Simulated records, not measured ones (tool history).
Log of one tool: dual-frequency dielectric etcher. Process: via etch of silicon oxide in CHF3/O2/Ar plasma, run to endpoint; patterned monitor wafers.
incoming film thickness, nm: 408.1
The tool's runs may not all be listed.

| run | day | source power (kW) | bias power (kW) | endpoint time (s) |
|---|---|---|---|---|
| 1 | 0.000 | 0.460 | 0.216 | 229.77 |
| 2 | 0.217 | 0.420 | 0.203 | 240.45 |
| 3 | 0.433 | 0.390 | 0.189 | 253.32 |
| 4 | 0.550 | 0.460 | 0.189 | 236.93 |
| 5 | 0.838 | 0.460 | 0.171 | 243.20 |
| 6 | 0.888 | 0.460 | 0.185 | 239.59 |
| 7 | 1.167 | 0.420 | 0.175 | 256.63 |
| 8 | 1.288 | 0.400 | 0.172 | 260.97 |
| 9 | 1.508 | 0.380 | 0.169 | 264.94 |
| 10 | 1.571 | 0.360 | 0.166 | 272.53 |
| 11 | 1.746 | 0.350 | 0.164 | 279.29 |
| 12 | 2.112 | 0.340 | 0.163 | 282.23 |

Forecast run 13:
| 13 | 2.150 | 0.300 | 0.156 | ? |

endpoint time (s): 302.39
